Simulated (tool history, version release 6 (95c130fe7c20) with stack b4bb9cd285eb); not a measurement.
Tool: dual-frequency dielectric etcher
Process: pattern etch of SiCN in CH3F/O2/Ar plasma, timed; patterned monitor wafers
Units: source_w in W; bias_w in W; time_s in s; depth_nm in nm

run  hour  source_w  bias_w  time_s  depth_nm
  1   0.0       290      68    29.5    9.3589
  2   5.1       290      78    29.5    9.8127
  3   7.3       290      74    29.5    9.6066
  4  15.8       290      74    29.5    9.6280
  5  19.9       330      74    29.5    9.9531
  6  26.2       330      70    29.5    9.6954
  7  34.2       270      58    29.0    8.3630

Forecast run 8:
  8  39.4       260      57    29.0         ?

Run 8 gave depth_nm 8.3010 nm.
